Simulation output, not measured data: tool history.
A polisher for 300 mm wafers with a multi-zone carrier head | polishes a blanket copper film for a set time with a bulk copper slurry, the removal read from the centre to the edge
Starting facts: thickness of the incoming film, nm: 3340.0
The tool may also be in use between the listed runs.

run  hour  flow of slurry (ml/min)  pressure of the head's centre zone  pressure of the head's middle zone  pressure of the head's edge zone  abrasive content of the slurry  polishing time (s)  film removed at the wafer's centre (angstrom)  film removed at mid-radius (angstrom)  film removed at the wafer's edge (angstrom)
  1   0.0                      245                                1.00                                1.00                              1.00                            1.00                  74                                         9974.1                                 9939.7                                      10230.0
  2   7.8                      240                                1.00                                0.97                              0.98                            0.90                  73                                         9358.6                                 9370.7                                       9742.6
  3  15.1                      235                                1.02                                0.94                              0.97                            0.85                  72                                         9429.2                                 8796.1                                       9324.3
  4  22.3                      235                                1.02                                1.03                              0.97                            0.85                  72                                         9598.7                                 9455.6                                       9300.6
  5  28.5                      230                                1.03                                0.99                              0.97                            0.80                  72                                         9357.2                                 9245.5                                       9145.5
  6  33.8                      230                                1.03                                0.99                              0.97                            1.00                  72                                        10049.0                                 9502.1                                       9726.4

For run 7, what comes out?
  7  41.3                      225                                1.04                                0.96                              0.97                            0.95                  71                                              ?                                      ?                                            ?

{"run 7": {"film removed at the wafer's centre (angstrom)": 9630.6, "film removed at mid-radius (angstrom)": 9084.3, "film removed at the wafer's edge (angstrom)": 9370.3}}
